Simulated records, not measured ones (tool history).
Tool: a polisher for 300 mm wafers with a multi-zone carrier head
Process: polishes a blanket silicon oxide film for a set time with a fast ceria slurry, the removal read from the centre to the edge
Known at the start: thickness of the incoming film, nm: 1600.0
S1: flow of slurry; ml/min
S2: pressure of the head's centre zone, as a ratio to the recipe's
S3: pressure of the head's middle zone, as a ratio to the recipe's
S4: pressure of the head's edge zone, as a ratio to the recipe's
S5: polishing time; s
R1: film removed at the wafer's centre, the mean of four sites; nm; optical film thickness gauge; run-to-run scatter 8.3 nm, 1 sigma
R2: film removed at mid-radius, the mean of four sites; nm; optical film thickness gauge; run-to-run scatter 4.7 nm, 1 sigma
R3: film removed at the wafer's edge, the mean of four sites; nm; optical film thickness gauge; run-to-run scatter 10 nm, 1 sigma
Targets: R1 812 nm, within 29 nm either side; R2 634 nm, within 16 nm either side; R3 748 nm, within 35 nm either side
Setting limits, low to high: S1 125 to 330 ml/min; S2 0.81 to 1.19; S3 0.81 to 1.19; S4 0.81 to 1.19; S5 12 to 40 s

| run | hour | S1 | S2 | S3 | S4 | S5 | R1 | R2 | R3 |
|---|---|---|---|---|---|---|---|---|---|
| 1 | 0 | 210 | 1 | 1 | 1 | 26 | 534.72 | 539.32 | 548.12 |
| 2 | 4.9 | 225 | 1.06 | 0.98 | 1.05 | 28 | 623.7 | 577.23 | 608.29 |
| 3 | 8.3 | 235 | 1.09 | 0.96 | 1.09 | 29 | 668.97 | 593.95 | 652.69 |
| 4 | 13.3 | 235 | 1.17 | 0.96 | 1.09 | 29 | 723.53 | 596.63 | 637.14 |
| 5 | 17.9 | 250 | 1.17 | 0.95 | 1.12 | 30 | 756.41 | 612.16 | 687.16 |
| 6 | 22.6 | 250 | 1.17 | 1.02 | 1.12 | 30 | 735.54 | 647.98 | 685.69 |
| 7 | 25.7 | 260 | 1.18 | 0.99 | 1.14 | 30 | 780.52 | 641.79 | 681.02 |
| 8 | 32.3 | 260 | 1.18 | 0.99 | 1.14 | 30 | 756.59 | 639.99 | 683.4 |

Which of these 5 next moves meets every target?
| A | 38.9 | 205 | 1.01 | 0.92 | 1.19 | 32 | ? | ? | ? |
| B | 38.9 | 275 | 1.04 | 0.92 | 1.19 | 33 | ? | ? | ? |
| C | 38.9 | 245 | 1.19 | 0.99 | 1.12 | 30 | ? | ? | ? |
| D | 38.9 | 240 | 1.11 | 0.91 | 1.19 | 32 | ? | ? | ? |
| E | 38.9 | 190 | 1.18 | 0.9 | 1.12 | 34 | ? | ? | ? |

| move | R1 | R2 | R3 |
|---|---|---|---|
| A | 674.07 | 625.28 | 725.96 |
| B | 747.45 | 670.12 | 770.68 |
| C | 766.87 | 638.57 | 674.87 |
| D | 759.99 | 633.29 | 738.27 |
| E | 826.04 | 643.82 | 744.79 |
A: moves away from the targets compared with the last run
B: moves away from the targets compared with the last run
C: moves away from the targets compared with the last run
D: an improvement on the last run, though not all results are within tolerance
E: every result within its allowed miss
So the answer is move E, the one that meets all the targets.
